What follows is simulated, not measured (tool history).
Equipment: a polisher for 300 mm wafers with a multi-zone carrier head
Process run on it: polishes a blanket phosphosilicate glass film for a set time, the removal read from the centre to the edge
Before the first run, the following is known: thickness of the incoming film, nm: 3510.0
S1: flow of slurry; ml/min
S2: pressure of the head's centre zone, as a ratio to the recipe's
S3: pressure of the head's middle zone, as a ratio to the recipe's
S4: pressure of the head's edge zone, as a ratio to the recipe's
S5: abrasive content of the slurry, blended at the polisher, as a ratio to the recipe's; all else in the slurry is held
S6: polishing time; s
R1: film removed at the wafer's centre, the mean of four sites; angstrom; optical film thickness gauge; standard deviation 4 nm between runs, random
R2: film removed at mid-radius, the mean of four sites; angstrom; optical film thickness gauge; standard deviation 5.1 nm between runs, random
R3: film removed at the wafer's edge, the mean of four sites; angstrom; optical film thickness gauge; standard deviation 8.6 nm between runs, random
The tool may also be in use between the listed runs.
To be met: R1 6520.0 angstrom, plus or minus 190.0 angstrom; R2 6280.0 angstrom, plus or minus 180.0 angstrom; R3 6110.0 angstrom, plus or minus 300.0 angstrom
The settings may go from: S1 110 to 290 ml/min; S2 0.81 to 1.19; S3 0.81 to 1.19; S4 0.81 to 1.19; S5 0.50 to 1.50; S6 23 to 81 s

{"run": 1, "hour": 0.0, "S1": 185, "S2": 1.0, "S3": 1.0, "S4": 1.0, "S5": 1.0, "S6": 52, "R1": 4251.9, "R2": 4207.5, "R3": 4381.9}
{"run": 2, "hour": 4.3, "S1": 185, "S2": 1.0, "S3": 1.0, "S4": 1.0, "S5": 1.0, "S6": 64, "R1": 5267.9, "R2": 5296.4, "R3": 5459.5}
{"run": 3, "hour": 8.8, "S1": 195, "S2": 1.01, "S3": 1.01, "S4": 1.01, "S5": 1.0, "S6": 64, "R1": 5296.1, "R2": 5307.5, "R3": 5566.5}
{"run": 4, "hour": 16.3, "S1": 200, "S2": 1.03, "S3": 1.03, "S4": 1.01, "S5": 1.0, "S6": 64, "R1": 5413.0, "R2": 5361.6, "R3": 5485.1}
{"run": 5, "hour": 21.1, "S1": 205, "S2": 1.04, "S3": 1.04, "S4": 1.01, "S5": 1.05, "S6": 64, "R1": 5481.8, "R2": 5503.8, "R3": 5656.5}
{"run": 6, "hour": 29.2, "S1": 205, "S2": 1.04, "S3": 1.04, "S4": 1.04, "S5": 1.05, "S6": 64, "R1": 5546.6, "R2": 5552.1, "R3": 5774.8}
{"run": 7, "hour": 35.1, "S1": 205, "S2": 1.06, "S3": 1.05, "S4": 1.04, "S5": 1.05, "S6": 64, "R1": 5631.3, "R2": 5608.0, "R3": 5824.2}
{"run": 8, "hour": 38.9, "S1": 205, "S2": 1.08, "S3": 1.06, "S4": 1.04, "S5": 1.05, "S6": 64, "R1": 5713.5, "R2": 5670.5, "R3": 5650.2}
{"run": 9, "hour": 40.2, "S1": 205, "S2": 1.08, "S3": 1.06, "S4": 1.04, "S5": 1.05, "S6": 64, "R1": 5717.7, "R2": 5634.8, "R3": 5841.4}
{"run": 10, "hour": 41.3, "S1": 205, "S2": 1.09, "S3": 1.07, "S4": 1.03, "S5": 1.05, "S6": 64, "R1": 5752.1, "R2": 5747.8, "R3": 5666.8}
{"run": 11, "hour": 42.4, "S1": 205, "S2": 1.1, "S3": 1.08, "S4": 1.04, "S5": 1.05, "S6": 64, "R1": 5685.3, "R2": 5673.1, "R3": 5703.1}

Which one of the following 5 next-run settings gets every result inside its allowed miss? There is exactly one.
{"run": "A", "hour": 43.5, "S1": 225, "S2": 1.0, "S3": 1.03, "S4": 1.19, "S5": 1.0, "S6": 58, "R1": "?", "R2": "?", "R3": "?"}
{"run": "B", "hour": 43.5, "S1": 230, "S2": 1.15, "S3": 1.0, "S4": 0.85, "S5": 1.4, "S6": 68, "R1": "?", "R2": "?", "R3": "?"}
{"run": "C", "hour": 43.5, "S1": 175, "S2": 0.92, "S3": 1.16, "S4": 1.13, "S5": 0.95, "S6": 68, "R1": "?", "R2": "?", "R3": "?"}
{"run": "D", "hour": 43.5, "S1": 185, "S2": 0.98, "S3": 1.14, "S4": 1.19, "S5": 0.85, "S6": 78, "R1": "?", "R2": "?", "R3": "?"}
{"run": "E", "hour": 43.5, "S1": 235, "S2": 1.13, "S3": 1.07, "S4": 0.96, "S5": 0.9, "S6": 73, "R1": "?", "R2": "?", "R3": "?"}

move=A R1=4861.6 R2=4869.1 R3=5562.1
move=B R1=6944.6 R2=6176.4 R3=6111.3
move=C R1=5169.2 R2=6064.5 R3=6115.5
move=D R1=6007.0 R2=6659.9 R3=7001.7
move=E R1=6460.8 R2=6154.1 R3=6083.1
A: further off than the last run
B: the result that was furthest off in the last run now lies on the other side of its target
C: further off than the last run
D: better than the last run, though not everything is in spec
E: meets every target
E is the move that brings every result within its allowed miss.

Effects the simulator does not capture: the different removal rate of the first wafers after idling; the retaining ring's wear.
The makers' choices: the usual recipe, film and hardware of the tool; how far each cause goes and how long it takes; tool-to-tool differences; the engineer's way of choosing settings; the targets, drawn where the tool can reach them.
